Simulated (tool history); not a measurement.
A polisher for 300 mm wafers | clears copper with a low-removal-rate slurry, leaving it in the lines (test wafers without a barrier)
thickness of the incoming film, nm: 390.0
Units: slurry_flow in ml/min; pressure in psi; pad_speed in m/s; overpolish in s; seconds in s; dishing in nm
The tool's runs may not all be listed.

run,hour,slurry_flow,pressure,pad_speed,slurry_solids,overpolish,seconds,dishing
1,0,205,3.5,1.24,1,23,99.505,33.059
2,5.3,205,3.1,1.24,1,20,113.07,28.747
3,12.9,205,2.8,1.24,1,19,121.56,26.417
4,14.8,205,2.8,1.24,1,13,124.89,21.257
5,16.4,205,2.8,1.24,0.9,13,126.7,21.731
6,20.3,170,2.8,1.24,0.9,13,130.81,21.214
7,23.8,165,2.7,1.24,0.9,15,135.65,21.461
8,29.3,160,2.7,1.24,0.9,16,137.64,22.751

The next listed run, before its measurement:
9,37.2,155,2.7,1.24,0.9,16,?,?

seconds: 136.21 s
dishing: 22.882 nm

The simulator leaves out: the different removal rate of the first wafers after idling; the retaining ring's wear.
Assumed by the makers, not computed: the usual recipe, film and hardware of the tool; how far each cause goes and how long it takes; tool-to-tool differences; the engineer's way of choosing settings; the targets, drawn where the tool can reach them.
